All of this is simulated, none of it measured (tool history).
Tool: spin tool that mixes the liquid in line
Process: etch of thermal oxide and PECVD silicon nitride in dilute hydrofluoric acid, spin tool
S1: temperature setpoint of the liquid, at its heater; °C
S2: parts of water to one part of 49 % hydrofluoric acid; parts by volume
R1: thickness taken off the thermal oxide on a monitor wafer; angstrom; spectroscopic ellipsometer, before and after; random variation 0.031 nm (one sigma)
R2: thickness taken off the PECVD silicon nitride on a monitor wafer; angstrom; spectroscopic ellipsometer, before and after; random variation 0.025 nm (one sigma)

{"run": 1, "hour": 0.0, "S1": 26.0, "S2": 80, "time under the liquid (s)": 180, "R1": 112.52, "R2": 104.52}
{"run": 2, "hour": 3.0, "S1": 24.0, "S2": 95, "time under the liquid (s)": 180, "R1": 87.412, "R2": 78.005}
{"run": 3, "hour": 8.6, "S1": 24.0, "S2": 85, "time under the liquid (s)": 180, "R1": 99.323, "R2": 86.228}
{"run": 4, "hour": 11.7, "S1": 24.0, "S2": 60, "time under the liquid (s)": 180, "R1": 145.3, "R2": 123.3}
{"run": 5, "hour": 20.4, "S1": 23.0, "S2": 80, "time under the liquid (s)": 180, "R1": 100.0, "R2": 84.996}
{"run": 6, "hour": 24.0, "S1": 22.0, "S2": 95, "time under the liquid (s)": 180, "R1": 81.195, "R2": 69.033}
{"run": 7, "hour": 30.2, "S1": 21.0, "S2": 105, "time under the liquid (s)": 180, "R1": 69.824, "R2": 56.825}
{"run": 8, "hour": 38.9, "S1": 21.0, "S2": 115, "time under the liquid (s)": 180, "R1": 62.06, "R2": 51.916}

The next listed run, before its measurement:
{"run": 9, "hour": 47.1, "S1": 20.5, "S2": 125, "time under the liquid (s)": 175, "R1": "?", "R2": "?"}

{"run 9": {"R1": 54.505, "R2": 46.173}}
